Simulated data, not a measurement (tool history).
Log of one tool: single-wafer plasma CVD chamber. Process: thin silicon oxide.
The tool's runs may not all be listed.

run,day,heater temperature setpoint (deg C),chamber pressure (mTorr),RF power (kW),deposition time (s),mean film thickness on the monitor wafer (angstrom)
1,0.000,380,593,0.305,5.77,77.434
2,0.292,380,593,0.275,5.77,71.983
3,0.625,380,568,0.275,5.77,69.214
4,0.717,380,647,0.275,5.77,78.724
5,0.929,380,611,0.275,5.77,74.496
6,1.150,380,508,0.275,5.77,61.901
7,1.417,380,495,0.275,5.77,60.230
8,1.462,380,484,0.275,5.77,58.787
9,1.771,380,476,0.275,5.77,57.945
10,1.912,380,469,0.275,5.77,57.220
11,2.250,380,463,0.275,5.77,56.371
12,2.558,380,458,0.275,5.77,55.666
13,2.633,380,454,0.275,5.77,55.306

Forecast run 14:
# day 2.829: capacitance manometer re-zeroed and calibrated
14,2.829,380,450,0.275,5.77,?

{"run 14": {"mean film thickness on the monitor wafer (angstrom)": 59.125}}
